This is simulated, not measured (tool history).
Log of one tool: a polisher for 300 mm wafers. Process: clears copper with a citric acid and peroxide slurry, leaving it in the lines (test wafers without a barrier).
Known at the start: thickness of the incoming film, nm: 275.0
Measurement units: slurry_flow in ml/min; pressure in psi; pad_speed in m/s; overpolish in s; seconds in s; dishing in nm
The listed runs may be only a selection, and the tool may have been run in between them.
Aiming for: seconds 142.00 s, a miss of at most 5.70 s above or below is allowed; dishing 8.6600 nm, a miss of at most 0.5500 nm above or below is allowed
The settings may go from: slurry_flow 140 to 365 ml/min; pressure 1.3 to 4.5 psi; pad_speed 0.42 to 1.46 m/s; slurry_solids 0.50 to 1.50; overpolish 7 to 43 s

{"run": 1, "day": 0.0, "slurry_flow": 235, "pressure": 2.9, "pad_speed": 0.94, "slurry_solids": 1.0, "overpolish": 22, "seconds": 127.8, "dishing": 26.216}
{"run": 2, "day": 0.35, "slurry_flow": 235, "pressure": 3.5, "pad_speed": 0.94, "slurry_solids": 1.0, "overpolish": 22, "seconds": 106.43, "dishing": 29.249}
{"run": 3, "day": 0.588, "slurry_flow": 235, "pressure": 3.5, "pad_speed": 0.94, "slurry_solids": 1.0, "overpolish": 27, "seconds": 107.39, "dishing": 32.552}
{"run": 4, "day": 0.933, "slurry_flow": 190, "pressure": 3.5, "pad_speed": 0.94, "slurry_solids": 1.0, "overpolish": 27, "seconds": 110.5, "dishing": 31.713}
{"run": 5, "day": 1.029, "slurry_flow": 185, "pressure": 3.6, "pad_speed": 0.88, "slurry_solids": 0.95, "overpolish": 25, "seconds": 116.93, "dishing": 30.588}
{"run": 6, "day": 1.208, "slurry_flow": 185, "pressure": 3.6, "pad_speed": 0.88, "slurry_solids": 1.1, "overpolish": 25, "seconds": 112.4, "dishing": 30.49}
{"run": 7, "day": 1.321, "slurry_flow": 180, "pressure": 2.8, "pad_speed": 1.08, "slurry_solids": 1.35, "overpolish": 15, "seconds": 112.41, "dishing": 20.857}
{"run": 8, "day": 1.612, "slurry_flow": 175, "pressure": 2.6, "pad_speed": 1.1, "slurry_solids": 1.35, "overpolish": 14, "seconds": 121.81, "dishing": 18.492}
{"run": 9, "day": 1.838, "slurry_flow": 170, "pressure": 2.5, "pad_speed": 1.12, "slurry_solids": 1.35, "overpolish": 13, "seconds": 122.75, "dishing": 17.218}
{"run": 10, "day": 2.0, "slurry_flow": 165, "pressure": 2.4, "pad_speed": 1.16, "slurry_solids": 1.25, "overpolish": 12, "seconds": 126.7, "dishing": 15.343}
{"run": 11, "day": 2.225, "slurry_flow": 160, "pressure": 2.4, "pad_speed": 1.18, "slurry_solids": 1.2, "overpolish": 11, "seconds": 127.42, "dishing": 14.749}
{"run": 12, "day": 2.579, "slurry_flow": 160, "pressure": 2.3, "pad_speed": 1.22, "slurry_solids": 1.1, "overpolish": 11, "seconds": 127.81, "dishing": 14.256}
{"run": 13, "day": 2.633, "slurry_flow": 160, "pressure": 2.2, "pad_speed": 1.24, "slurry_solids": 1.05, "overpolish": 11, "seconds": 133.93, "dishing": 13.289}
{"run": 14, "day": 2.767, "slurry_flow": 160, "pressure": 2.2, "pad_speed": 1.26, "slurry_solids": 1.0, "overpolish": 11, "seconds": 133.29, "dishing": 13.821}
{"run": 15, "day": 3.075, "slurry_flow": 160, "pressure": 2.2, "pad_speed": 1.28, "slurry_solids": 0.95, "overpolish": 11, "seconds": 132.84, "dishing": 13.965}
{"run": 16, "day": 3.117, "slurry_flow": 160, "pressure": 2.1, "pad_speed": 1.3, "slurry_solids": 0.95, "overpolish": 11, "seconds": 136.87, "dishing": 12.985}
{"run": 17, "day": 3.296, "slurry_flow": 160, "pressure": 2.1, "pad_speed": 1.32, "slurry_solids": 0.9, "overpolish": 11, "seconds": 133.18, "dishing": 13.675}
{"day": 3.442, "done": "worn pad replaced by a new one"}
{"run": 18, "day": 3.442, "slurry_flow": 160, "pressure": 2.0, "pad_speed": 1.34, "slurry_solids": 0.95, "overpolish": 11, "seconds": 126.03, "dishing": 14.488}
{"run": 19, "day": 3.604, "slurry_flow": 160, "pressure": 2.1, "pad_speed": 1.34, "slurry_solids": 0.9, "overpolish": 11, "seconds": 120.68, "dishing": 14.899}
{"run": 20, "day": 3.658, "slurry_flow": 160, "pressure": 2.0, "pad_speed": 1.36, "slurry_solids": 0.85, "overpolish": 11, "seconds": 128.22, "dishing": 14.616}
{"run": 21, "day": 4.021, "slurry_flow": 160, "pressure": 1.9, "pad_speed": 1.36, "slurry_solids": 0.9, "overpolish": 11, "seconds": 128.86, "dishing": 14.002}
{"run": 22, "day": 4.321, "slurry_flow": 160, "pressure": 1.8, "pad_speed": 1.38, "slurry_solids": 0.9, "overpolish": 11, "seconds": 132.4, "dishing": 13.441}
{"run": 23, "day": 4.579, "slurry_flow": 160, "pressure": 1.8, "pad_speed": 1.38, "slurry_solids": 0.9, "overpolish": 11, "seconds": 133.62, "dishing": 13.284}
{"run": 24, "day": 4.788, "slurry_flow": 155, "pressure": 1.3, "pad_speed": 1.44, "slurry_solids": 0.85, "overpolish": 7, "seconds": 171.71, "dishing": 7.028}
{"run": 25, "day": 5.054, "slurry_flow": 160, "pressure": 1.3, "pad_speed": 1.44, "slurry_solids": 0.85, "overpolish": 7, "seconds": 170.76, "dishing": 7.1105}

Next run, 5 choices. One meets every target within its allowed miss, the rest don't. Which?
{"run": "A", "day": 5.321, "slurry_flow": 140, "pressure": 1.4, "pad_speed": 1.14, "slurry_solids": 0.65, "overpolish": 11, "seconds": "?", "dishing": "?"}
{"run": "B", "day": 5.321, "slurry_flow": 185, "pressure": 1.4, "pad_speed": 1.34, "slurry_solids": 0.6, "overpolish": 9, "seconds": "?", "dishing": "?"}
{"run": "C", "day": 5.321, "slurry_flow": 145, "pressure": 1.3, "pad_speed": 1.18, "slurry_solids": 0.85, "overpolish": 10, "seconds": "?", "dishing": "?"}
{"run": "D", "day": 5.321, "slurry_flow": 155, "pressure": 1.5, "pad_speed": 1.38, "slurry_solids": 0.7, "overpolish": 8, "seconds": "?", "dishing": "?"}
{"run": "E", "day": 5.321, "slurry_flow": 155, "pressure": 1.6, "pad_speed": 1.44, "slurry_solids": 0.9, "overpolish": 7, "seconds": "?", "dishing": "?"}

move=A seconds=212.77 dishing=9.2074
move=B seconds=176.99 dishing=9.0654
move=C seconds=207.69 dishing=8.6176
move=D seconds=164.04 dishing=8.7346
move=E seconds=143.21 dishing=8.7608
A: further off than the last run
B: further off than the last run
C: further off than the last run
D: closer than the last run, but not yet in spec
E: in spec on every target
E is the move that brings every result within its allowed miss.
